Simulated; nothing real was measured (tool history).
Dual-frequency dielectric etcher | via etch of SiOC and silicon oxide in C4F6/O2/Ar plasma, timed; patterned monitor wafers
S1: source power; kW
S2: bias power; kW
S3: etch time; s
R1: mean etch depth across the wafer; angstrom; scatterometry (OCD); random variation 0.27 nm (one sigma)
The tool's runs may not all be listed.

run	hour	S1	S2	S3	R1
1	0.0	0.460	0.152	67.0	841.43
2	8.3	0.460	0.177	67.0	869.72
3	15.4	0.410	0.156	65.5	773.98
4	17.4	0.380	0.146	65.0	710.24
5	19.9	0.380	0.160	65.0	731.64
# hour 28.6: wet clean of the chamber
6	28.6	0.350	0.155	64.5	659.89
7	31.2	0.340	0.155	64.5	644.66
8	36.7	0.270	0.145	64.0	508.84
9	44.3	0.280	0.145	64.0	528.77
10	49.1	0.290	0.145	64.0	547.48

Forecast run 11:
11	51.0	0.360	0.147	64.0	?

R1: 656.58 angstrom

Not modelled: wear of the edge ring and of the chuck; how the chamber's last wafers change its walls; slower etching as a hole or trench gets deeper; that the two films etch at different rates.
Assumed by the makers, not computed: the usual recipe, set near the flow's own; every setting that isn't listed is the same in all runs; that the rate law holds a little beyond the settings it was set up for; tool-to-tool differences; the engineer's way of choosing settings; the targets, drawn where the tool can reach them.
